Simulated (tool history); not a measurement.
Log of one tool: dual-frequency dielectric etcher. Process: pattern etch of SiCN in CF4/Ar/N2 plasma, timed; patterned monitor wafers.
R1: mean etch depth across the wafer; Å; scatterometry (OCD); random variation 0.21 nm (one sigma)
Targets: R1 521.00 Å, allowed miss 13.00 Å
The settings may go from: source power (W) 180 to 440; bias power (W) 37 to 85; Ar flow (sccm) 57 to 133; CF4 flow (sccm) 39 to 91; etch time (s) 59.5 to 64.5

Run 1, day 0.000: source power (W) 310, bias power (W) 61, Ar flow (sccm) 95, CF4 flow (sccm) 65, etch time (s) 64.5. Result: R1 369.56 Å.
Run 2, day 0.108: source power (W) 330, bias power (W) 61, Ar flow (sccm) 95, CF4 flow (sccm) 65, etch time (s) 64.5. Result: R1 383.68 Å.
Run 3, day 0.171: source power (W) 340, bias power (W) 62, Ar flow (sccm) 94, CF4 flow (sccm) 65, etch time (s) 64.5. Result: R1 398.47 Å.
Run 4, day 0.221: source power (W) 350, bias power (W) 63, Ar flow (sccm) 94, CF4 flow (sccm) 65, etch time (s) 64.5. Result: R1 407.50 Å.
Run 5, day 0.296: source power (W) 350, bias power (W) 63, Ar flow (sccm) 94, CF4 flow (sccm) 65, etch time (s) 64.5. Result: R1 408.49 Å.
Run 6, day 0.342: source power (W) 360, bias power (W) 64, Ar flow (sccm) 93, CF4 flow (sccm) 65, etch time (s) 64.5. Result: R1 420.40 Å.
At day 0.683: CF4 flow controller replaced.
Run 7, day 0.683: source power (W) 420, bias power (W) 66, Ar flow (sccm) 92, CF4 flow (sccm) 65, etch time (s) 64.5. Result: R1 476.41 Å.
Run 8, day 1.050: source power (W) 420, bias power (W) 67, Ar flow (sccm) 91, CF4 flow (sccm) 65, etch time (s) 64.5. Result: R1 482.25 Å.
Run 9, day 1.371: source power (W) 420, bias power (W) 68, Ar flow (sccm) 90, CF4 flow (sccm) 65, etch time (s) 64.5. Result: R1 482.09 Å.
Run 10, day 1.479: source power (W) 420, bias power (W) 69, Ar flow (sccm) 89, CF4 flow (sccm) 65, etch time (s) 64.5. Result: R1 486.18 Å.

Which of these 4 next moves meets every target?
Run A, day 1.588: source power (W) 440, bias power (W) 72, Ar flow (sccm) 83, CF4 flow (sccm) 67, etch time (s) 64.5. Result: R1 ?.
Run B, day 1.588: source power (W) 420, bias power (W) 70, Ar flow (sccm) 94, CF4 flow (sccm) 76, etch time (s) 63.5. Result: R1 ?.
Run C, day 1.588: source power (W) 440, bias power (W) 68, Ar flow (sccm) 82, CF4 flow (sccm) 58, etch time (s) 64.5. Result: R1 ?.
Run D, day 1.588: source power (W) 440, bias power (W) 65, Ar flow (sccm) 93, CF4 flow (sccm) 66, etch time (s) 63.5. Result: R1 ?.

move      R1
   A  518.73
   B  486.77
   C  502.19
   D  487.41
A: meets every target
B: as far off as the last run
C: nearer than the last run, and not there yet
D: as far off as the last run
Move A is the one to make.

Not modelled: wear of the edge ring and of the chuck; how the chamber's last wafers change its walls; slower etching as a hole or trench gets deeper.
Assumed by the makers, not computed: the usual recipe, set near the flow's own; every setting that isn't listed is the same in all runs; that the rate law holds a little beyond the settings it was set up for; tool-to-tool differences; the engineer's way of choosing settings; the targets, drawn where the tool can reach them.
